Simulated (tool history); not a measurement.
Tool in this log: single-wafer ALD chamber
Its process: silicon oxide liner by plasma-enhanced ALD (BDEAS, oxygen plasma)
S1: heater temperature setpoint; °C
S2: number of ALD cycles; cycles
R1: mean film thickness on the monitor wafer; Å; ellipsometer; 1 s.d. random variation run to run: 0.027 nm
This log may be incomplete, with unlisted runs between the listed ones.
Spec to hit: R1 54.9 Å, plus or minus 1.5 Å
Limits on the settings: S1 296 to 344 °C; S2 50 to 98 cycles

Run 1, hour 0: S1 320 °C, S2 74 cycles. Result: R1 63.824 Å.
Run 2, hour 0.8: S1 320 °C, S2 81 cycles. Result: R1 70.324 Å.
Run 3, hour 6.6: S1 311 °C, S2 81 cycles. Result: R1 71.109 Å.
Run 4, hour 12.1: S1 311 °C, S2 79 cycles. Result: R1 69.648 Å.
Run 5, hour 14.3: S1 311 °C, S2 74 cycles. Result: R1 65.62 Å.
Run 6, hour 22.6: S1 311 °C, S2 85 cycles. Result: R1 74.811 Å.
Run 7, hour 30.7: S1 312 °C, S2 82 cycles. Result: R1 72.03 Å.
Run 8, hour 32.3: S1 312 °C, S2 79 cycles. Result: R1 69.254 Å.
Run 9, hour 40.5: S1 312 °C, S2 77 cycles. Result: R1 67.96 Å.
Run 10, hour 47.9: S1 313 °C, S2 75 cycles. Result: R1 66.131 Å.
Run 11, hour 51.6: S1 314 °C, S2 73 cycles. Result: R1 64.292 Å.
Run 12, hour 52.8: S1 314 °C, S2 71 cycles. Result: R1 62.386 Å.
Run 13, hour 58.9: S1 314 °C, S2 70 cycles. Result: R1 61.384 Å.

Below are 5 possible settings for the next run. Only one of them brings all results inside the allowed miss of their targets. Which is it?
Run A, hour 65: S1 316 °C, S2 80 cycles. Result: R1 ?.
Run B, hour 65: S1 315 °C, S2 63 cycles. Result: R1 ?.
Run C, hour 65: S1 317 °C, S2 60 cycles. Result: R1 ?.
Run D, hour 65: S1 312 °C, S2 80 cycles. Result: R1 ?.
Run E, hour 65: S1 303 °C, S2 57 cycles. Result: R1 ?.

move      R1
   A  69.992
   B  55.201
   C  52.416
   D   70.41
   E  50.836
A: its largest miss is bigger than the last run's
B: each result inside its tolerance
C: takes the result that was furthest off past its target
D: its largest miss is bigger than the last run's
E: takes the result that was furthest off past its target
B is the move that brings every result within its allowed miss.
